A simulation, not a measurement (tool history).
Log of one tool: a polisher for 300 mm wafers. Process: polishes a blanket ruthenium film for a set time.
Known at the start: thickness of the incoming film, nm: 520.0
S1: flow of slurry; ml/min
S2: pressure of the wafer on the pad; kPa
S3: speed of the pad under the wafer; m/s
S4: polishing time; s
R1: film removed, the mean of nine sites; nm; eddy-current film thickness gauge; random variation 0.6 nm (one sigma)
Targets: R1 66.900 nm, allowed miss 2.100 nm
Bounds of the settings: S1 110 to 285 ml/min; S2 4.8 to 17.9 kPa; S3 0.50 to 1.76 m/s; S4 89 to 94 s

run  hour   S1    S2    S3  S4       R1
  1   0.0  180  11.0  1.12  89   96.557
  2   3.0  180  11.0  1.12  94  101.670
  3   7.1  180  13.1  1.12  94  118.680
  4  13.8  175  11.0  1.12  94  101.900
  5  15.3  220  11.0  1.12  94  106.440
  6  18.6  210   9.7  1.12  94   90.612
  7  25.0  205   9.0  1.12  94   86.584
  8  27.4  200   8.3  1.12  94   80.865
  9  31.9  195   7.6  1.12  94   72.985

Which of these 4 next moves meets every target?
  A  36.4  155  7.6  1.06  89   ?
  B  36.4  185  8.3  1.06  94   ?
  C  36.4  250  6.2  1.40  92   ?
  D  36.4  235  7.6  1.00  94   ?

move      R1
   A  63.419
   B  74.674
   C  77.103
   D  67.411
A: takes the result that was furthest off past its target
B: further off than the last run
C: further off than the last run
D: meets every target
Move D is the one to make.
